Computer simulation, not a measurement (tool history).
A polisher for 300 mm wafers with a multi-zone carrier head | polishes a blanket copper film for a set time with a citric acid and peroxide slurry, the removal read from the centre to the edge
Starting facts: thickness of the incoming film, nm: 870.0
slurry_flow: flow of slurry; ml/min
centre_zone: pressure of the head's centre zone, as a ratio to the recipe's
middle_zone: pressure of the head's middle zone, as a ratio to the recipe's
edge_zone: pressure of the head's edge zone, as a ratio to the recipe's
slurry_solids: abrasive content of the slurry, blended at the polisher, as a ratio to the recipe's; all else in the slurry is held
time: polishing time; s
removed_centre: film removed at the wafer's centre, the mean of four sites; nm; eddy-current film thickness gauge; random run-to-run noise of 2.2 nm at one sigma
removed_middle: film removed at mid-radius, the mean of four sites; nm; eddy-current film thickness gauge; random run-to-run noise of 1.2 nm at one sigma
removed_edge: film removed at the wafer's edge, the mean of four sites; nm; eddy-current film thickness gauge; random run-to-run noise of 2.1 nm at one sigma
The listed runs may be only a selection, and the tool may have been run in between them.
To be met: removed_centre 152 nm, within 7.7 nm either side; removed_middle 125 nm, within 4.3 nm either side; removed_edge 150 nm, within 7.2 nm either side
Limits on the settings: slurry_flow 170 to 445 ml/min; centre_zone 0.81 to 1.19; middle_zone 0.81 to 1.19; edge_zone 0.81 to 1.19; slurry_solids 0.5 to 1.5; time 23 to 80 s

run,hour,slurry_flow,centre_zone,middle_zone,edge_zone,slurry_solids,time,removed_centre,removed_middle,removed_edge
1,0,285,1,1,1,1,51,87.572,88.787,88.426
2,3.3,285,1,1,1.06,1,51,87.751,88.851,92.357
3,11.7,285,1.01,0.99,1.07,1.05,53,92.157,92.512,95.936
4,15.6,285,1.01,0.99,1.07,1.05,65,111.13,112.36,117.71
5,16.9,285,1.01,0.99,1.02,1.05,65,113.21,114.38,114.59
6,22.1,285,1.02,0.98,1.04,1.1,66,119.66,115.47,117.85
7,24.3,285,1.02,0.97,1.06,1.15,67,121.64,116.22,122.67
8,25.8,285,1.03,0.96,1.07,1.2,68,121.91,117.77,129.14

Which one of the following 5 next-run settings gets every result inside its allowed miss? There is exactly one.
A,27.3,275,1.19,0.85,1.06,1.2,73,?,?,?
B,27.3,250,1,0.88,1.13,1.35,76,?,?,?
C,27.3,290,1.06,0.91,1.04,1.25,79,?,?,?
D,27.3,300,1.14,0.84,1.18,1.15,76,?,?,?
E,27.3,290,1.1,0.87,1.12,1.3,76,?,?,?

move,removed_centre,removed_middle,removed_edge
A,152.28,113.86,136.37
B,134.31,123.36,148.48
C,148.87,132.26,147.91
D,152.26,117.62,149.83
E,149.73,123.47,148.8
A: puts the biggest miss on target and leaves a different result outside tolerance
B: better than the last run, though not everything is in spec
C: puts the biggest miss on target and leaves a different result outside tolerance
D: puts the biggest miss on target and leaves a different result outside tolerance
E: all results in spec
Go with E: it meets all targets.
